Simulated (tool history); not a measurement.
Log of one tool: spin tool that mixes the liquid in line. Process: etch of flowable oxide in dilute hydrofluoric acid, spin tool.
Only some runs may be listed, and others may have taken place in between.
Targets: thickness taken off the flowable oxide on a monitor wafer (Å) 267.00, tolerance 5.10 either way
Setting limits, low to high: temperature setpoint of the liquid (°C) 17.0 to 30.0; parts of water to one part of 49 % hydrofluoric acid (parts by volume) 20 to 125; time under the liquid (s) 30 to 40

run  hour  temperature setpoint of the liquid (°C)  parts of water to one part of 49 % hydrofluoric acid (parts by volume)  time under the liquid (s)  thickness taken off the flowable oxide on a monitor wafer (Å)
  1   0.0                                     22.0                                                                      70                         40                                                         196.21
  2   4.8                                     22.0                                                                      70                         30                                                         146.33
  3   5.7                                     25.0                                                                      70                         30                                                         165.45
  4  14.6                                     23.5                                                                      70                         30                                                         155.60
  5  21.1                                     23.5                                                                      90                         30                                                         118.75
  6  23.3                                     25.0                                                                      80                         30                                                         143.68
  7  26.0                                     26.0                                                                      70                         30                                                         173.06
  8  28.7                                     27.0                                                                      65                         30                                                         193.13
  9  33.7                                     28.0                                                                      60                         30                                                         221.18
 10  40.2                                     28.5                                                                      60                         30                                                         225.64
 11  45.5                                     29.0                                                                      60                         30                                                         231.69
 12  48.0                                     29.5                                                                      60                         30                                                         234.46

Which single option among these 5 for the next run brings every result within its allowed miss of target? Just one does.
  A  50.5                                     29.5                                                                      50                         30                                                              ?
  B  50.5                                     29.0                                                                      65                         40                                                              ?
  C  50.5                                     28.0                                                                      50                         30                                                              ?
  D  50.5                                     29.0                                                                      50                         30                                                              ?
  E  50.5                                     24.5                                                                      55                         40                                                              ?

move  thickness taken off the flowable oxide on a monitor wafer (Å)
   A                                                         286.01
   B                                                         281.28
   C                                                         269.50
   D                                                         280.42
   E                                                         281.68
A: pushes the last run's worst result past its target
B: pushes the last run's worst result past its target
C: every result lands within tolerance
D: pushes the last run's worst result past its target
E: pushes the last run's worst result past its target
Move C is the one to make.

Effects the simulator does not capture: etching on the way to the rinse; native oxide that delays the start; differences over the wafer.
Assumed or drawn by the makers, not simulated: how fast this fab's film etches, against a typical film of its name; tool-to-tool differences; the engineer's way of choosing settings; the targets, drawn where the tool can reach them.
